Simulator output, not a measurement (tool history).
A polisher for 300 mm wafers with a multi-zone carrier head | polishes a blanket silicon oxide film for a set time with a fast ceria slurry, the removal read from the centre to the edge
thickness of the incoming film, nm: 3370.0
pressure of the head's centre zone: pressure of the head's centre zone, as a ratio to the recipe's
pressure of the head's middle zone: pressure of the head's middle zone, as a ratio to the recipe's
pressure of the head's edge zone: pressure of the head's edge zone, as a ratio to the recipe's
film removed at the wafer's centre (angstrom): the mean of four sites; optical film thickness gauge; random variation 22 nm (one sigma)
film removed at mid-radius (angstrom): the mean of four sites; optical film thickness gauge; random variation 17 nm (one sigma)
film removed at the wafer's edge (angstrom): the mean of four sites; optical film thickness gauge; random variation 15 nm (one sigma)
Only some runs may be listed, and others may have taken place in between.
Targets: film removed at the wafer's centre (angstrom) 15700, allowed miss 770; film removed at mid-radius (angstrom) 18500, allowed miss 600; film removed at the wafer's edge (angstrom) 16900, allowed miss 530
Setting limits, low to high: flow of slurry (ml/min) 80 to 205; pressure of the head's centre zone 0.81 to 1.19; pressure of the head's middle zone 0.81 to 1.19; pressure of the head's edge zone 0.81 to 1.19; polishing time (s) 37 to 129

run  hour  flow of slurry (ml/min)  pressure of the head's centre zone  pressure of the head's middle zone  pressure of the head's edge zone  polishing time (s)  film removed at the wafer's centre (angstrom)  film removed at mid-radius (angstrom)  film removed at the wafer's edge (angstrom)
  1     0                      135                                   1                                   1                                 1                  83                                          12850                                  12700                                        12695
  2   7.7                      140                                   1                                1.02                              1.01                  84                                          13164                                  13049                                        13172
  3  10.3                      140                                   1                                1.02                              1.09                  84                                          13180                                  13103                                        13361
  4  18.4                      140                                0.95                                1.02                              1.09                  84                                          12571                                  12953                                        13520
  5  19.6                      145                                0.95                                1.04                              1.09                  85                                          12719                                  13571                                        13847
  6  21.5                      145                                0.95                                1.04                              1.16                  85                                          13213                                  13512                                        14269
  7  28.6                      150                                0.95                                1.06                              1.16                  86                                          13534                                  14211                                        14473
  8  29.6                      155                                0.95                                1.07                              1.16                  87                                          13496                                  14485                                        14611
  9  30.3                      155                                0.95                                1.08                              1.16                  88                                          13698                                  14625                                        14778
 10    34                      160                                0.95                                1.09                              1.16                  89                                          14171                                  15346                                        15090
 11  40.8                      195                                0.92                                1.16                              1.19                  95                                          15143                                  17509                                        16614

Which of these 4 next moves meets every target?
  A  47.6                      160                                0.89                                1.14                              1.19                  98                                              ?                                      ?                                            ?
  B  47.6                      200                                0.86                                1.13                              1.13                  95                                              ?                                      ?                                            ?
  C  47.6                      165                                0.89                                1.01                              1.19                  98                                              ?                                      ?                                            ?
  D  47.6                      205                                0.92                                1.19                              1.16                  97                                              ?                                      ?                                            ?

move  film removed at the wafer's centre (angstrom)  film removed at mid-radius (angstrom)  film removed at the wafer's edge (angstrom)
   A                                          14925                                  17481                                        17004
   B                                          14767                                  17458                                        16493
   C                                          15006                                  15855                                        17104
   D                                          15788                                  18702                                        17102
A: just as far off the targets as the last run
B: further off than the last run
C: further off than the last run
D: every result within its allowed miss
D meets every target.
